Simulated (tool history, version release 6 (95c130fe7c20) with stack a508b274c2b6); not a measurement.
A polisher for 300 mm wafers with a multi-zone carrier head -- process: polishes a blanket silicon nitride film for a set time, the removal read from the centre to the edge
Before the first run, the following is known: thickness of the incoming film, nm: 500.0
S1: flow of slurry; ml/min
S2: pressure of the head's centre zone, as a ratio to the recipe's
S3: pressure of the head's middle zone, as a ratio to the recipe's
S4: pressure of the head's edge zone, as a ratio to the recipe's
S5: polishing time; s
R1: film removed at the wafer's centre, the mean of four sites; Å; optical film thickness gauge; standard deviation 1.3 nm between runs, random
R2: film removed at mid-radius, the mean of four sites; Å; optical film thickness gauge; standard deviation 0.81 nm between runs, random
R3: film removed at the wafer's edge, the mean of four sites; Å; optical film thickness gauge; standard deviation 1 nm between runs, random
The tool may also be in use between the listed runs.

run	hour	S1	S2	S3	S4	S5	R1	R2	R3
1	0.0	305	1.00	1.00	1.00	45	1021.20	1022.90	1009.30
2	5.0	305	1.01	0.98	0.98	44	993.32	984.32	1013.00
3	9.4	305	1.03	0.99	0.98	42	986.26	953.53	944.58
4	12.1	305	1.04	0.98	0.98	41	954.84	906.82	923.83
5	19.0	305	0.97	0.98	0.98	41	916.05	912.74	924.33
6	26.3	305	0.99	0.98	0.97	40	916.56	898.77	915.80
7	32.0	305	1.01	0.98	0.97	39	896.71	879.75	870.77
8	37.2	305	1.02	0.97	0.96	39	908.56	870.10	871.29
9	41.9	305	1.03	0.96	0.95	39	922.09	859.52	870.25
10	47.9	305	1.03	0.96	0.94	39	916.73	851.72	871.15
11	56.1	305	1.03	0.96	0.93	39	927.69	874.74	853.85
12	63.2	305	1.03	0.95	0.93	39	900.36	870.60	870.13

Run 13 has not been measured yet. What should we expect?
13	70.4	305	1.04	0.95	0.93	38	?	?	?

R1: 886.82 Å
R2: 839.46 Å
R3: 827.84 Å
